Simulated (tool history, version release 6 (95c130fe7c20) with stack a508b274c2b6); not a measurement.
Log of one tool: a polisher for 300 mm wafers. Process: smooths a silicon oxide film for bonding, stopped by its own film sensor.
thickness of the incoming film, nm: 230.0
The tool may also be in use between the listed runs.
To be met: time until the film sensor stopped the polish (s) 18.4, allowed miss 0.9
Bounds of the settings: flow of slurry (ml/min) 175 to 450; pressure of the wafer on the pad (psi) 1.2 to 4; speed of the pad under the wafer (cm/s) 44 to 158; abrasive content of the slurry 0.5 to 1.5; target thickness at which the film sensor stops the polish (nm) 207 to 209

| run | hour | flow of slurry (ml/min) | pressure of the wafer on the pad (psi) | speed of the pad under the wafer (cm/s) | abrasive content of the slurry | target thickness at which the film sensor stops the polish (nm) | time until the film sensor stopped the polish (s) |
|---|---|---|---|---|---|---|---|
| 1 | 0 | 290 | 2.6 | 100 | 1 | 207 | 27.412 |
| 2 | 2.1 | 290 | 2.6 | 100 | 1.15 | 207 | 25.893 |
| 3 | 5.1 | 290 | 2.6 | 100 | 1.15 | 207 | 24.836 |
| 4 | 11.2 | 290 | 2.7 | 100 | 1.15 | 207 | 23.958 |
| 5 | 17.3 | 290 | 2.7 | 112 | 1.15 | 207 | 22.418 |
| 6 | 26.2 | 290 | 2.7 | 98 | 1.15 | 207 | 24.52 |
|  | 26.8 | worn pad replaced by a new one |
| 7 | 26.8 | 290 | 2.8 | 98 | 1.15 | 207 | 20.691 |
| 8 | 27.9 | 290 | 2.9 | 98 | 1.15 | 207 | 19.835 |
| 9 | 32.4 | 290 | 3 | 98 | 1.15 | 207 | 19.322 |

Which of these 5 next moves meets every target?
| A | 36.9 | 270 | 3.2 | 92 | 1.1 | 207 | ? |
| B | 36.9 | 305 | 2.6 | 98 | 1.5 | 209 | ? |
| C | 36.9 | 295 | 2.7 | 102 | 1.15 | 207 | ? |
| D | 36.9 | 285 | 2.8 | 94 | 1.25 | 208 | ? |
| E | 36.9 | 245 | 3 | 100 | 1 | 207 | ? |

| move | time until the film sensor stopped the polish (s) |
|---|---|
| A | 20.194 |
| B | 18.429 |
| C | 21.275 |
| D | 20.2 |
| E | 21.397 |
A: further off than the last run
B: meets every target
C: further off than the last run
D: further off than the last run
E: further off than the last run
Answer: B
